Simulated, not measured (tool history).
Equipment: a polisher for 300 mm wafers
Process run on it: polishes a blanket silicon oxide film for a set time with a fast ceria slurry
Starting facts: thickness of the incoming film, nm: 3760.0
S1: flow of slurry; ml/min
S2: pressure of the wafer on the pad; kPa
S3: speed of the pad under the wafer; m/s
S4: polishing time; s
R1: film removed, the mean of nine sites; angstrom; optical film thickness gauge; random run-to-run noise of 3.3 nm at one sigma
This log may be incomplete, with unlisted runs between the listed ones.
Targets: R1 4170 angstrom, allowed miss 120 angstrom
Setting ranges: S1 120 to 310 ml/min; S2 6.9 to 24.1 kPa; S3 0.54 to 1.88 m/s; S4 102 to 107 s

run	hour	S1	S2	S3	S4	R1
1	0	200	15.2	1.2	102	12677
2	2.9	180	15.2	1.2	102	12507
3	10.7	180	15.2	1.08	102	11367
4	12.8	175	13.8	1.02	102	9905.1
5	14.3	175	13.8	0.76	102	7865.7
6	21.2	175	13.8	0.76	102	7792.4
7	25	175	13.1	0.74	102	7463.2
8	31.1	170	12.4	0.72	102	6822.8
9	36	170	11.7	0.7	102	6278.1
10	42.8	170	11	0.7	102	5884.4
11	50.4	170	10.3	0.7	102	5592.9
12	56	170	9.7	0.7	102	5155.8
13	61.3	170	8.3	0.7	102	4521.8

Exercise: of the 4 proposed moves below, exactly one satisfies all targets within the stated allowed misses. Which move is it?
A	66.6	130	9	0.54	102	?
B	66.6	165	8.3	0.64	102	?
C	66.6	165	10.3	0.58	104	?
D	66.6	160	7.6	0.64	102	?

move	R1
A	3793.3
B	4168.6
C	4899.5
D	3818
A: takes the result that was furthest off past its target
B: hits every target within its allowed miss
C: further off than the last run
D: takes the result that was furthest off past its target
B is the move that brings every result within its allowed miss.
